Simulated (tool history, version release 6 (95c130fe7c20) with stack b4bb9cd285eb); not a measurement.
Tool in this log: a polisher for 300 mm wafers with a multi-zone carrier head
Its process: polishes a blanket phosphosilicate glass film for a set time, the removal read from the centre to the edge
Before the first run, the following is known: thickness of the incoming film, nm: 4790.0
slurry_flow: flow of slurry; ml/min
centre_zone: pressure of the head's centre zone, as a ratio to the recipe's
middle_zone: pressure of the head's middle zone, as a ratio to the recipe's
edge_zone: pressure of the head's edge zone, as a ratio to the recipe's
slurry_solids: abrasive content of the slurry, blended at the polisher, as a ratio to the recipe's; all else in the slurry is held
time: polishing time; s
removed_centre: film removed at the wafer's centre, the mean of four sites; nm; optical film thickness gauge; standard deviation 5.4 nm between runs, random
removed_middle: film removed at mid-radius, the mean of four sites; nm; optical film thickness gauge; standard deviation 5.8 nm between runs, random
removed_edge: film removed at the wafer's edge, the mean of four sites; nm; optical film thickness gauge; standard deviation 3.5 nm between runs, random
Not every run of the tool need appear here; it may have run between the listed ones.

run 1 day=0.000 | slurry_flow=205 centre_zone=1.00 middle_zone=1.00 edge_zone=1.00 slurry_solids=1.00 time=82 | removed_centre=722.19 removed_middle=711.78 removed_edge=739.52
run 2 day=0.192 | slurry_flow=205 centre_zone=1.07 middle_zone=1.00 edge_zone=1.00 slurry_solids=1.00 time=82 | removed_centre=766.81 removed_middle=716.29 removed_edge=733.20
run 3 day=0.300 | slurry_flow=205 centre_zone=1.07 middle_zone=1.00 edge_zone=0.93 slurry_solids=1.00 time=82 | removed_centre=766.94 removed_middle=695.41 removed_edge=710.91
run 4 day=0.400 | slurry_flow=205 centre_zone=1.01 middle_zone=1.00 edge_zone=0.93 slurry_solids=1.00 time=82 | removed_centre=708.08 removed_middle=697.74 removed_edge=710.89
run 5 day=0.742 | slurry_flow=235 centre_zone=1.01 middle_zone=1.00 edge_zone=0.93 slurry_solids=1.00 time=82 | removed_centre=736.67 removed_middle=722.44 removed_edge=727.26
run 6 day=0.817 | slurry_flow=235 centre_zone=1.01 middle_zone=1.00 edge_zone=0.93 slurry_solids=1.00 time=70 | removed_centre=625.03 removed_middle=607.09 removed_edge=622.07

Run 7 has not been measured yet. What should we expect?
run 7 day=1.096 | slurry_flow=220 centre_zone=0.98 middle_zone=0.98 edge_zone=0.90 slurry_solids=0.85 time=68 | removed_centre=? removed_middle=? removed_edge=?

Run 7 came out at removed_centre 534.32 nm, removed_middle 539.52 nm, removed_edge 548.20 nm.
